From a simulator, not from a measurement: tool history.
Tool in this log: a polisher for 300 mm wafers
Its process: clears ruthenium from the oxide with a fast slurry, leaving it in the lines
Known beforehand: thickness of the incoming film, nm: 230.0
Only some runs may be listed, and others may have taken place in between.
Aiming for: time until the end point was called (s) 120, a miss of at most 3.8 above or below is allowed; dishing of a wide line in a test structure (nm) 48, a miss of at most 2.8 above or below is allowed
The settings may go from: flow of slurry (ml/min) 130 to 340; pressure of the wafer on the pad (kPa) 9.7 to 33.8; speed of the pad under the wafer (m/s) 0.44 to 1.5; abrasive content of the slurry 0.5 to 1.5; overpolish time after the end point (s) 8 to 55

| run | hour | flow of slurry (ml/min) | pressure of the wafer on the pad (kPa) | speed of the pad under the wafer (m/s) | abrasive content of the slurry | overpolish time after the end point (s) | time until the end point was called (s) | dishing of a wide line in a test structure (nm) |
|---|---|---|---|---|---|---|---|---|
| 1 | 0 | 220 | 21.4 | 0.96 | 1 | 28 | 62.76 | 90.364 |
| 2 | 5.1 | 220 | 20 | 0.96 | 1 | 28 | 65.565 | 86.88 |
| 3 | 9.9 | 220 | 17.9 | 0.96 | 1 | 28 | 71.298 | 80.42 |
| 4 | 14.4 | 220 | 17.9 | 1.1 | 1 | 28 | 61.748 | 87.886 |
| 5 | 18.9 | 220 | 17.2 | 1.06 | 1 | 28 | 65.436 | 83.34 |
| 6 | 25.5 | 220 | 16.5 | 1.02 | 1 | 28 | 69.604 | 81.904 |
| 7 | 27.1 | 220 | 15.9 | 0.98 | 1 | 27 | 74.542 | 76.046 |
| 8 | 35.6 | 220 | 15.9 | 0.98 | 1 | 27 | 74.43 | 75.207 |
| 9 | 36.4 | 220 | 15.9 | 0.98 | 1 | 27 | 74.556 | 75.202 |
| 10 | 45.3 | 210 | 9.7 | 0.78 | 1 | 24 | 120.11 | 44.553 |

Which single option among these 4 for the next run brings every result within its allowed miss of target? Just one does.
| A | 54.2 | 260 | 11 | 0.76 | 0.85 | 21 | ? | ? |
| B | 54.2 | 200 | 9.7 | 0.82 | 1 | 20 | ? | ? |
| C | 54.2 | 175 | 9.7 | 0.82 | 1 | 26 | ? | ? |
| D | 54.2 | 210 | 10.3 | 0.76 | 1 | 21 | ? | ? |

| move | time until the end point was called (s) | dishing of a wide line in a test structure (nm) |
|---|---|---|
| A | 119.61 | 41.087 |
| B | 115.93 | 40.431 |
| C | 118.35 | 50.352 |
| D | 119.89 | 40.999 |
A: lands further from the targets than the last run did
B: lands further from the targets than the last run did
C: hits every target within its allowed miss
D: lands further from the targets than the last run did
C meets every target.
